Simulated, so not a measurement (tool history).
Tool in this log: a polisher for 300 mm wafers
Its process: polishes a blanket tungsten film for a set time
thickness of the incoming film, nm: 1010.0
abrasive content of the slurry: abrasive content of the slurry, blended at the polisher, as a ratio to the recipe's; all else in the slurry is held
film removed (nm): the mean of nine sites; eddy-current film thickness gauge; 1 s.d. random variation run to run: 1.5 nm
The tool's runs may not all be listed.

run  hour  flow of slurry (ml/min)  pressure of the wafer on the pad (psi)  speed of the pad under the wafer (cm/s)  abrasive content of the slurry  polishing time (s)  film removed (nm)
  1     0                      300                                     2.5                                      138                               1                  46             165.78
  2   6.3                      300                                     2.7                                      138                               1                  46             180.82
  3  11.5                      300                                     2.7                                      138                               1                  41             161.53
  4    19                      300                                     2.7                                      138                               1                  41             160.25
  5  24.2                      300                                     2.7                                      138                            1.15                  41              165.7
  6  30.9                      300                                     2.9                                      138                            1.15                  41             179.73
  7  33.8                      305                                     3.6                                      140                            1.15                  41             225.41

What will run 8 give?
  8  34.9                      305                                     3.6                                      140                            1.15                  41                  ?

film removed (nm): 224.2
